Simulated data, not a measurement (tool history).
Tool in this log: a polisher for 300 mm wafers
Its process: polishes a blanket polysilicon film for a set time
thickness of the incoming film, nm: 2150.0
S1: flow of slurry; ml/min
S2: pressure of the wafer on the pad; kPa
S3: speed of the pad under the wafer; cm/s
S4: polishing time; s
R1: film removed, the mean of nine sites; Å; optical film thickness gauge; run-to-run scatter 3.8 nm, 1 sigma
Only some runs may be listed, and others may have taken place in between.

run,hour,S1,S2,S3,S4,R1
1,0.0,265,22.8,80,58,6048.0
2,2.8,265,20.7,80,58,5537.8
3,11.7,265,20.7,80,61,5931.6
4,14.6,265,18.6,80,61,5293.4
5,18.1,265,15.9,80,61,4488.5
6,20.8,235,15.9,80,61,4420.4
7,26.6,230,15.2,80,61,4257.8
8,34.1,225,15.2,80,61,4313.7
9,42.5,225,14.5,80,61,4051.9
10,50.6,220,14.5,80,61,4008.1

Run 11, settings as shown, results not yet in. Your forecast:
11,55.6,215,14.5,80,61,?

R1: 4035.3 Å

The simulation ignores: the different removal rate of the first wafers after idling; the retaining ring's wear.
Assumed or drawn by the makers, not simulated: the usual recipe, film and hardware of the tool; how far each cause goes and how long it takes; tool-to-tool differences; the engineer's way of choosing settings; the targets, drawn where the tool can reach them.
